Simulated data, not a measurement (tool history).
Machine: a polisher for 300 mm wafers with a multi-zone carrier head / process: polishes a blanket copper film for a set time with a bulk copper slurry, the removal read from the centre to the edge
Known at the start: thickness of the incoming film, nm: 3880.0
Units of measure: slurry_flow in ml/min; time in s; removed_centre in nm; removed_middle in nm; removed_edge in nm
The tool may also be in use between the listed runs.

| run | day | slurry_flow | centre_zone | middle_zone | edge_zone | slurry_solids | time | removed_centre | removed_middle | removed_edge |
|---|---|---|---|---|---|---|---|---|---|---|
| 1 | 0 | 280 | 1 | 1 | 1 | 1 | 80 | 411.41 | 448.42 | 458.82 |
| 2 | 0.35 | 280 | 1 | 1 | 1 | 1.2 | 80 | 435.74 | 471.01 | 484.86 |
| 3 | 0.704 | 280 | 1 | 1 | 1 | 1.3 | 80 | 445.27 | 475.95 | 492.49 |
| 4 | 0.858 | 290 | 1.03 | 1.04 | 1.03 | 1.35 | 84 | 498.09 | 531.53 | 524.8 |
| 5 | 0.933 | 290 | 1.04 | 1.05 | 1.05 | 1.4 | 88 | 510.43 | 565.23 | 568.06 |
| 6 | 1.058 | 290 | 0.96 | 1.05 | 1.05 | 1.4 | 88 | 475.88 | 559.96 | 571.14 |
| 7 | 1.196 | 345 | 1.06 | 1.15 | 1.15 | 1.5 | 100 | 620.77 | 715.66 | 671.14 |

The next listed run, before its measurement:
| 8 | 1.508 | 345 | 1.07 | 1.15 | 1.15 | 1.5 | 101 | ? | ? | ? |

Run 8 came out at removed_centre 637.64 nm, removed_middle 721.67 nm, removed_edge 683.52 nm.
